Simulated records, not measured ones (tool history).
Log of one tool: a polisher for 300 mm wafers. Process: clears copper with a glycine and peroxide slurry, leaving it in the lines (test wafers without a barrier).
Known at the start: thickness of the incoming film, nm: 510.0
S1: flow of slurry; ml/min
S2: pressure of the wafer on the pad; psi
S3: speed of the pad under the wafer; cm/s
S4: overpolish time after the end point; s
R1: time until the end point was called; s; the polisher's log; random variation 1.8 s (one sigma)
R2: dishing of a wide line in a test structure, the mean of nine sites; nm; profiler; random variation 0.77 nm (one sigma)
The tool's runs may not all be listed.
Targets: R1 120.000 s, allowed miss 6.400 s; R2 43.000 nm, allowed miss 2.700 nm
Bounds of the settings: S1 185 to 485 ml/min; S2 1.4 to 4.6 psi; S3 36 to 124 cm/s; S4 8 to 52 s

run,hour,S1,S2,S3,S4,R1,R2
1,0.0,310,3.0,80,26,100.020,77.829
2,2.0,310,3.0,80,34,99.450,91.688
3,6.2,310,3.0,80,27,97.986,75.688
4,8.5,310,2.9,80,25,100.810,71.498
5,13.1,310,2.9,96,25,86.317,79.894
6,13.9,310,2.9,110,25,78.024,85.811
7,21.1,300,2.1,88,12,122.730,32.809
8,25.8,300,2.1,88,13,124.440,36.343

Which of these 4 next moves meets every target?
A,30.5,390,2.8,66,15,?,?
B,30.5,310,1.8,90,15,?,?
C,30.5,255,2.5,76,13,?,?
D,30.5,275,2.1,76,15,?,?

move,R1,R2
A,119.190,41.400
B,133.920,36.811
C,121.220,35.821
D,136.960,36.393
A: meets every target
B: nearer than the last run, and not there yet
C: further off than the last run
D: further off than the last run
The right move is A.

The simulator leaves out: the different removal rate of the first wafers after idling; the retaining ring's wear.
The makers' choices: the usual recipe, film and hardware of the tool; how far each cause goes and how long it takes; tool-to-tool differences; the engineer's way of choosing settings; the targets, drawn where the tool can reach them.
